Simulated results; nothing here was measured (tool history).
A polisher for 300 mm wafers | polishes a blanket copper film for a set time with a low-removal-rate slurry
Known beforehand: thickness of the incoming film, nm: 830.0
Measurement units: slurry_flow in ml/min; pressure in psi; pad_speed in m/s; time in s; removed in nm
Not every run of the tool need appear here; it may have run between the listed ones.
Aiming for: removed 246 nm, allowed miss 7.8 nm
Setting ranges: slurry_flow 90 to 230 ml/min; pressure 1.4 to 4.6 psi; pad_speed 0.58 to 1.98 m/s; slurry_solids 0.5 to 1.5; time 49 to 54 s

Run 1, hour 0: slurry_flow 150 ml/min, pressure 3 psi, pad_speed 1.28 m/s, slurry_solids 1, time 54 s. Result: removed 185.6 nm.
Run 2, hour 3.8: slurry_flow 155 ml/min, pressure 3.2 psi, pad_speed 1.28 m/s, slurry_solids 1, time 54 s. Result: removed 196 nm.
Run 3, hour 4.7: slurry_flow 155 ml/min, pressure 3.2 psi, pad_speed 1.28 m/s, slurry_solids 1, time 54 s. Result: removed 200.08 nm.
Run 4, hour 12.8: slurry_flow 155 ml/min, pressure 3.2 psi, pad_speed 1.28 m/s, slurry_solids 1, time 54 s. Result: removed 195.38 nm.
Run 5, hour 20.4: slurry_flow 155 ml/min, pressure 3.4 psi, pad_speed 1.28 m/s, slurry_solids 1, time 54 s. Result: removed 208.89 nm.
Run 6, hour 22.7: slurry_flow 155 ml/min, pressure 3.4 psi, pad_speed 1.28 m/s, slurry_solids 1, time 49 s. Result: removed 188.8 nm.
Run 7, hour 30.3: slurry_flow 160 ml/min, pressure 3.6 psi, pad_speed 1.28 m/s, slurry_solids 1, time 49 s. Result: removed 200.63 nm.
Run 8, hour 37: slurry_flow 160 ml/min, pressure 3.8 psi, pad_speed 1.28 m/s, slurry_solids 1, time 49 s. Result: removed 214.28 nm.
Run 9, hour 41: slurry_flow 160 ml/min, pressure 3.9 psi, pad_speed 1.28 m/s, slurry_solids 1, time 49 s. Result: removed 221.75 nm.
Run 10, hour 45.4: slurry_flow 160 ml/min, pressure 4 psi, pad_speed 1.28 m/s, slurry_solids 1, time 49 s. Result: removed 224.99 nm.
Run 11, hour 48.7: slurry_flow 160 ml/min, pressure 4 psi, pad_speed 1.28 m/s, slurry_solids 1, time 49 s. Result: removed 225.26 nm.
Run 12, hour 53.9: slurry_flow 160 ml/min, pressure 4.1 psi, pad_speed 1.28 m/s, slurry_solids 1, time 49 s. Result: removed 230.01 nm.
Run 13, hour 56.7: slurry_flow 165 ml/min, pressure 4.1 psi, pad_speed 1.28 m/s, slurry_solids 1, time 49 s. Result: removed 230.5 nm.
Run 14, hour 64.2: slurry_flow 165 ml/min, pressure 4.2 psi, pad_speed 1.28 m/s, slurry_solids 1, time 49 s. Result: removed 235.5 nm.

Of the 4 settings listed for the next run, only one would bring every result within its allowed miss of target. Which one?
Run A, hour 71.7: slurry_flow 180 ml/min, pressure 4.6 psi, pad_speed 1.1 m/s, slurry_solids 0.95, time 50 s. Result: removed ?.
Run B, hour 71.7: slurry_flow 150 ml/min, pressure 4.3 psi, pad_speed 1.18 m/s, slurry_solids 1.1, time 54 s. Result: removed ?.
Run C, hour 71.7: slurry_flow 140 ml/min, pressure 3.8 psi, pad_speed 1.4 m/s, slurry_solids 1, time 49 s. Result: removed ?.
Run D, hour 71.7: slurry_flow 165 ml/min, pressure 4.4 psi, pad_speed 1.18 m/s, slurry_solids 1, time 49 s. Result: removed ?.

move  removed
   A   230.88
   B   248.86
   C   228.91
   D   230.76
A: moves away from the targets compared with the last run
B: every result lands within tolerance
C: moves away from the targets compared with the last run
D: moves away from the targets compared with the last run
Move B is the one to make.
